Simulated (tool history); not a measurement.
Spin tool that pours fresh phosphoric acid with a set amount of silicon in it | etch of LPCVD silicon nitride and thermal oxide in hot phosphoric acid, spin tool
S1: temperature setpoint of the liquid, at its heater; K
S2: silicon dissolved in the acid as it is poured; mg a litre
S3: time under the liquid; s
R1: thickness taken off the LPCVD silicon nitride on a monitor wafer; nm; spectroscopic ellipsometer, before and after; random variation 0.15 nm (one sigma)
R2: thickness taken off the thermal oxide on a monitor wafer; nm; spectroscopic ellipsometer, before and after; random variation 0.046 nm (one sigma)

run	hour	S1	S2	S3	R1	R2
1	0.0	436.15	11.0	180	17.3610	0.44818
2	3.3	436.15	4.5	180	17.5780	0.51927
3	11.2	436.15	4.5	125	12.1340	0.35552
4	16.5	436.15	4.5	75	7.2691	0.21669
5	23.0	436.15	8.0	110	10.6850	0.27398
6	26.2	436.65	11.0	135	13.4190	0.31309
7	28.5	437.65	12.0	150	15.3340	0.35515
8	29.7	438.15	13.0	165	17.0320	0.41221
9	34.1	438.65	15.0	180	19.0920	0.45886
10	41.9	438.65	17.0	195	20.3690	0.51079
11	45.6	436.15	17.0	285	27.6100	0.58847
12	53.6	436.65	18.5	290	28.3590	0.59254
13	62.7	437.15	19.5	295	29.4910	0.60898

Forecast run 14:
14	68.2	437.65	20.5	295	?	?

R1: 30.1840 nm
R2: 0.55807 nm
